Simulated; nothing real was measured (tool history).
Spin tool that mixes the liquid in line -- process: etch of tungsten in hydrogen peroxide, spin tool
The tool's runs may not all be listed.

run  hour  temperature setpoint of the liquid (°C)  concentration of hydrogen peroxide in the mixed liquid (% by weight)  time under the liquid (s)  thickness taken off the tungsten on a monitor wafer (angstrom)
  1   0.0                                     49.0                                                                    22                         15                                                          250.13
  2   0.6                                     46.5                                                                    22                         15                                                          214.39
  3   5.9                                     45.0                                                                    22                         15                                                          194.01
  4  11.5                                     44.0                                                                    22                         15                                                          182.92
  5  18.8                                     48.0                                                                    22                         15                                                          236.80
  6  25.3                                     48.0                                                                    19                         15                                                          221.87
     33.6  -- peroxide flow meter replaced
  7  33.6                                     46.5                                                                    19                         15                                                          207.98

The next listed run, before its measurement:
  8  38.8                                     45.0                                                                    19                         15                                                               ?

{"run 8": {"thickness taken off the tungsten on a monitor wafer (angstrom)": 189.75}}
